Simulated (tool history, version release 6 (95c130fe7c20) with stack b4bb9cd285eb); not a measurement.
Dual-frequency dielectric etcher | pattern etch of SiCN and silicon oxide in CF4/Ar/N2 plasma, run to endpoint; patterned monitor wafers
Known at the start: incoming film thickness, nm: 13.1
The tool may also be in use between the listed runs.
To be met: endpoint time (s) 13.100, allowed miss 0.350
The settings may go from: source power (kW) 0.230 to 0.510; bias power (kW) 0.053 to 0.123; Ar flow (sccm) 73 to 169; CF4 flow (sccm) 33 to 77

run,day,source power (kW),bias power (kW),Ar flow (sccm),CF4 flow (sccm),endpoint time (s)
1,0.000,0.370,0.088,121,55,17.193
2,0.067,0.370,0.076,121,55,18.879
3,0.308,0.370,0.063,121,55,20.844
4,0.629,0.410,0.069,119,56,18.154
5,0.988,0.410,0.076,119,56,16.897
6,1.308,0.410,0.061,119,56,19.434
7,1.346,0.440,0.067,117,57,17.078
8,1.388,0.460,0.071,116,57,15.882

Which of these 5 next moves meets every target?
A,1.429,0.510,0.091,111,60,?
B,1.429,0.510,0.089,117,50,?
C,1.429,0.510,0.096,119,54,?
D,1.429,0.510,0.088,84,63,?
E,1.429,0.510,0.091,112,61,?

move,endpoint time (s)
A,12.516
B,13.175
C,12.483
D,12.328
E,12.490
A: takes the result that was furthest off past its target
B: meets every target
C: takes the result that was furthest off past its target
D: takes the result that was furthest off past its target
E: takes the result that was furthest off past its target
Move B is the one to make.

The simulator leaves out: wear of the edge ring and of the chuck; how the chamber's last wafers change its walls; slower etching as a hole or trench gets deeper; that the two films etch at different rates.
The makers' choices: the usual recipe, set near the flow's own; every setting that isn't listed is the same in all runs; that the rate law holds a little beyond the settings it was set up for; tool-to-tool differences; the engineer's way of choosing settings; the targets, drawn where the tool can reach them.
